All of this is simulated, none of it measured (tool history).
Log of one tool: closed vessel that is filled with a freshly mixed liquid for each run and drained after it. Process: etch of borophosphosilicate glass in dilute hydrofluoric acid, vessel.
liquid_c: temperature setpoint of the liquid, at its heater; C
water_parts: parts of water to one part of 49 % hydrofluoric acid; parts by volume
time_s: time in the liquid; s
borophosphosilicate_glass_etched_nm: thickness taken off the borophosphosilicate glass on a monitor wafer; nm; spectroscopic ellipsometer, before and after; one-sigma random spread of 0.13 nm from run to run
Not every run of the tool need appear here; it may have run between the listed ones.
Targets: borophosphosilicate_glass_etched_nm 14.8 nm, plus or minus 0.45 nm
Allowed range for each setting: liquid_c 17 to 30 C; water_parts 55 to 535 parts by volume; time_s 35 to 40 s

| run | hour | liquid_c | water_parts | time_s | borophosphosilicate_glass_etched_nm |
|---|---|---|---|---|---|
| 1 | 0 | 22 | 295 | 40 | 5.0949 |
| 2 | 3.3 | 19.5 | 295 | 40 | 4.6302 |
| 3 | 9.6 | 23 | 295 | 40 | 5.3109 |
| 4 | 17.4 | 23 | 295 | 40 | 5.235 |
| 5 | 26.6 | 23 | 295 | 35 | 4.6629 |
| 6 | 34.5 | 24.5 | 240 | 35 | 6.2669 |
| 7 | 37.2 | 28.5 | 120 | 35 | 16.888 |
| 8 | 46 | 28 | 120 | 35 | 16.39 |
| 9 | 52.8 | 27.5 | 120 | 35 | 16.153 |
| 10 | 59.1 | 27 | 120 | 35 | 15.906 |
| 11 | 61.1 | 26.5 | 120 | 35 | 15.846 |
| 12 | 66.8 | 26 | 120 | 35 | 15.379 |

Exercise: of the 4 proposed moves below, exactly one satisfies all targets within the stated allowed misses. Which move is it?
| A | 72.5 | 23.5 | 120 | 35 | ? |
| B | 72.5 | 26.5 | 140 | 40 | ? |
| C | 72.5 | 28.5 | 140 | 40 | ? |
| D | 72.5 | 29 | 140 | 40 | ? |

| move | borophosphosilicate_glass_etched_nm |
|---|---|
| A | 13.944 |
| B | 14.963 |
| C | 16.118 |
| D | 16.416 |
A: carries the result that was furthest off beyond its target, to the other side
B: each result inside its tolerance
C: the biggest miss grows against the last run
D: the biggest miss grows against the last run
The move that meets every target is B.

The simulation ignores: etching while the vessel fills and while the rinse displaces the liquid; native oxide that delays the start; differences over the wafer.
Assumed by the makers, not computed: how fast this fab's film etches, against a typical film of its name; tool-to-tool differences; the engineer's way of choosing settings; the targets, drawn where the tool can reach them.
